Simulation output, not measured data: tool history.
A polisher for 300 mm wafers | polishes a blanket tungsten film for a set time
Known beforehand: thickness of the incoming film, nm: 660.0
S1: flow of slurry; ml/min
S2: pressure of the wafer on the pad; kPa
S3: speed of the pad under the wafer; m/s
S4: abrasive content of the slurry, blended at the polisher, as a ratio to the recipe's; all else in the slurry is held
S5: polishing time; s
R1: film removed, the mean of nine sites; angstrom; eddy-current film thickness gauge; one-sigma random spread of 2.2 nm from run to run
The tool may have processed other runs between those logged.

| run | hour | S1 | S2 | S3 | S4 | S5 | R1 |
|---|---|---|---|---|---|---|---|
| 1 | 0.0 | 135 | 27.6 | 1.24 | 1.0 | 25 | 1358.7 |
| 2 | 2.4 | 145 | 31.7 | 1.30 | 1.0 | 25 | 1638.7 |
| 3 | 3.5 | 150 | 34.5 | 1.36 | 1.0 | 25 | 1830.6 |
| 4 | 12.2 | 150 | 36.5 | 1.44 | 1.0 | 25 | 2090.9 |
|  | 16.3 | slurry blender recalibrated |
| 5 | 16.3 | 150 | 37.9 | 1.50 | 1.0 | 25 | 2303.6 |
| 6 | 17.5 | 150 | 42.7 | 1.50 | 1.0 | 25 | 2602.4 |
| 7 | 18.2 | 155 | 42.7 | 1.54 | 1.0 | 25 | 2672.2 |
| 8 | 25.0 | 155 | 42.7 | 1.58 | 1.0 | 25 | 2755.5 |

Run 9 has not been measured yet. What should we expect?
| 9 | 33.1 | 155 | 42.7 | 1.60 | 1.0 | 25 | ? |

R1: 2796.6 angstrom
